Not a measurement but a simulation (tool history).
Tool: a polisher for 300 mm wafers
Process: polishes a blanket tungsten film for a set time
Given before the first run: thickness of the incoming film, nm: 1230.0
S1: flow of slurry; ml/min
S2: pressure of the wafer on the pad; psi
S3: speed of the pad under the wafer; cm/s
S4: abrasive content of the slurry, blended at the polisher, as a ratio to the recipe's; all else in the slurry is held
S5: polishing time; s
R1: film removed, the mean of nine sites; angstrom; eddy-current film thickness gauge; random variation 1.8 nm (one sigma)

Run 1, hour 0: S1 130 ml/min, S2 3.2 psi, S3 102 cm/s, S4 1, S5 42 s. Result: R1 2051.4 angstrom.
Run 2, hour 4.6: S1 130 ml/min, S2 3 psi, S3 102 cm/s, S4 1, S5 42 s. Result: R1 1941.9 angstrom.
Run 3, hour 10.6: S1 110 ml/min, S2 3 psi, S3 102 cm/s, S4 1, S5 42 s. Result: R1 1902.6 angstrom.
Run 4, hour 17.6: S1 110 ml/min, S2 2.8 psi, S3 102 cm/s, S4 1, S5 42 s. Result: R1 1756.6 angstrom.
Run 5, hour 18.4: S1 110 ml/min, S2 2.6 psi, S3 102 cm/s, S4 1, S5 42 s. Result: R1 1592 angstrom.
Run 6, hour 23.3: S1 90 ml/min, S2 2.6 psi, S3 102 cm/s, S4 1, S5 42 s. Result: R1 1536.1 angstrom.

For run 7, what comes out?
Run 7, hour 26.9: S1 90 ml/min, S2 2.5 psi, S3 102 cm/s, S4 1, S5 42 s. Result: R1 ?.

For run 7 the tool returned R1 1505.9 angstrom.
